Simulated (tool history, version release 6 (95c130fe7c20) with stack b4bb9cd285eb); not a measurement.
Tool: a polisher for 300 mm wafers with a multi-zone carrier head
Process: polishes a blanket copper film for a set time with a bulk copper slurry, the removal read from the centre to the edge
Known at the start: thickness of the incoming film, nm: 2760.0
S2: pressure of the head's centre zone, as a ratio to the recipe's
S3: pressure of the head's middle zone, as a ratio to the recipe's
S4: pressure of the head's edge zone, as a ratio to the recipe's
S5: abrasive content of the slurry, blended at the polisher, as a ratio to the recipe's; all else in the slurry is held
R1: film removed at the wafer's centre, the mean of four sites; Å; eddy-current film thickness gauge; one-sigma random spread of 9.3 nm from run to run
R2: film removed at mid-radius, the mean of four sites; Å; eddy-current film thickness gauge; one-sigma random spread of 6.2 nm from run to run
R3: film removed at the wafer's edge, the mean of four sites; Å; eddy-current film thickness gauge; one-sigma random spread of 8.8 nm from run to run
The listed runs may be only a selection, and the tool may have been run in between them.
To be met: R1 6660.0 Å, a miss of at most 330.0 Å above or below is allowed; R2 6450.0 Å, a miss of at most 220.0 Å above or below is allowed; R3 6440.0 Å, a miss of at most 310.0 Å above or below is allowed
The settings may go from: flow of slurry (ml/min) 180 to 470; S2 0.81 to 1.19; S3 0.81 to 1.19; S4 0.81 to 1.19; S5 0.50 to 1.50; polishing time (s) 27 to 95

Run 1, hour 0.0: flow of slurry (ml/min) 300, S2 1.00, S3 1.00, S4 1.00, S5 1.00, polishing time (s) 61. Result: R1 4754.1 Å, R2 4809.1 Å, R3 4696.8 Å.
Run 2, hour 6.3: flow of slurry (ml/min) 300, S2 1.00, S3 1.00, S4 1.00, S5 1.00, polishing time (s) 74. Result: R1 5752.9 Å, R2 5902.8 Å, R3 5855.5 Å.
Run 3, hour 14.8: flow of slurry (ml/min) 305, S2 1.02, S3 1.01, S4 1.02, S5 1.05, polishing time (s) 74. Result: R1 5792.7 Å, R2 5951.2 Å, R3 5934.7 Å.
Run 4, hour 20.8: flow of slurry (ml/min) 305, S2 1.02, S3 0.97, S4 1.02, S5 1.05, polishing time (s) 74. Result: R1 5860.5 Å, R2 5817.2 Å, R3 5878.7 Å.
Run 5, hour 27.5: flow of slurry (ml/min) 250, S2 1.02, S3 0.97, S4 1.02, S5 1.05, polishing time (s) 74. Result: R1 5818.0 Å, R2 5706.2 Å, R3 5690.6 Å.
Run 6, hour 28.6: flow of slurry (ml/min) 220, S2 1.02, S3 0.97, S4 1.02, S5 1.05, polishing time (s) 74. Result: R1 5812.6 Å, R2 5664.1 Å, R3 5689.9 Å.
Run 7, hour 35.7: flow of slurry (ml/min) 225, S2 1.04, S3 0.99, S4 1.04, S5 1.15, polishing time (s) 75. Result: R1 5923.6 Å, R2 5995.3 Å, R3 6000.4 Å.
Run 8, hour 39.1: flow of slurry (ml/min) 230, S2 1.07, S3 1.00, S4 1.04, S5 1.20, polishing time (s) 76. Result: R1 6352.1 Å, R2 5966.9 Å, R3 6114.5 Å.

Which of these 4 next moves meets every target?
Run A, hour 42.5: flow of slurry (ml/min) 245, S2 0.89, S3 1.06, S4 1.19, S5 1.40, polishing time (s) 81. Result: R1 ?, R2 ?, R3 ?.
Run B, hour 42.5: flow of slurry (ml/min) 310, S2 0.81, S3 0.94, S4 1.19, S5 1.45, polishing time (s) 84. Result: R1 ?, R2 ?, R3 ?.
Run C, hour 42.5: flow of slurry (ml/min) 180, S2 0.97, S3 1.00, S4 1.06, S5 1.15, polishing time (s) 82. Result: R1 ?, R2 ?, R3 ?.
Run D, hour 42.5: flow of slurry (ml/min) 205, S2 0.99, S3 0.90, S4 0.89, S5 1.10, polishing time (s) 87. Result: R1 ?, R2 ?, R3 ?.

move      R1      R2      R3
   A  6002.5  6897.1  7027.5
   B  5813.5  6945.3  7447.9
   C  6195.8  6370.8  6441.6
   D  6741.6  6473.8  6456.7
A: carries the result that was furthest off beyond its target, to the other side
B: carries the result that was furthest off beyond its target, to the other side
C: meets the target for the result that was furthest off, but another lies outside its allowed miss
D: in spec on every target
So the answer is move D, the one that meets all the targets.
